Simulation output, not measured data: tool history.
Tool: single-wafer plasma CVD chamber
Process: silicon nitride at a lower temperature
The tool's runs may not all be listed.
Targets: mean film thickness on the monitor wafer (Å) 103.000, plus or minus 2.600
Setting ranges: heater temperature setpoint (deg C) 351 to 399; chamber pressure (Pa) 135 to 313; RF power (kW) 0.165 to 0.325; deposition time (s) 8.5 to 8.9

| run | hour | heater temperature setpoint (deg C) | chamber pressure (Pa) | RF power (kW) | deposition time (s) | mean film thickness on the monitor wafer (Å) |
|---|---|---|---|---|---|---|
| 1 | 0.0 | 375 | 224 | 0.245 | 8.9 | 89.030 |
| 2 | 2.0 | 375 | 201 | 0.245 | 8.9 | 86.422 |
| 3 | 3.0 | 375 | 201 | 0.260 | 8.9 | 90.904 |
| 4 | 9.5 | 375 | 211 | 0.265 | 8.9 | 93.182 |
| 5 | 18.1 | 375 | 245 | 0.265 | 8.9 | 96.485 |
| 6 | 20.8 | 375 | 249 | 0.265 | 8.9 | 96.856 |
| 7 | 28.4 | 375 | 253 | 0.265 | 8.9 | 97.924 |
| 8 | 34.3 | 375 | 257 | 0.265 | 8.9 | 97.788 |
| 9 | 35.0 | 375 | 261 | 0.265 | 8.9 | 97.946 |
| 10 | 40.0 | 375 | 264 | 0.265 | 8.9 | 98.272 |
| 11 | 47.7 | 375 | 267 | 0.265 | 8.9 | 98.708 |
| 12 | 51.9 | 375 | 269 | 0.265 | 8.9 | 98.861 |
| 13 | 52.7 | 375 | 272 | 0.265 | 8.9 | 98.905 |

Which of these 5 next moves meets every target?
| A | 53.5 | 376 | 284 | 0.265 | 8.5 | ? |
| B | 53.5 | 381 | 273 | 0.250 | 8.8 | ? |
| C | 53.5 | 376 | 313 | 0.280 | 8.5 | ? |
| D | 53.5 | 378 | 312 | 0.250 | 8.6 | ? |
| E | 53.5 | 372 | 311 | 0.250 | 8.5 | ? |

| move | mean film thickness on the monitor wafer (Å) |
|---|---|
| A | 95.771 |
| B | 93.488 |
| C | 102.350 |
| D | 94.372 |
| E | 93.440 |
A: lands further from the targets than the last run did
B: lands further from the targets than the last run did
C: hits every target within its allowed miss
D: lands further from the targets than the last run did
E: lands further from the targets than the last run did
So the answer is move C, the one that meets all the targets.
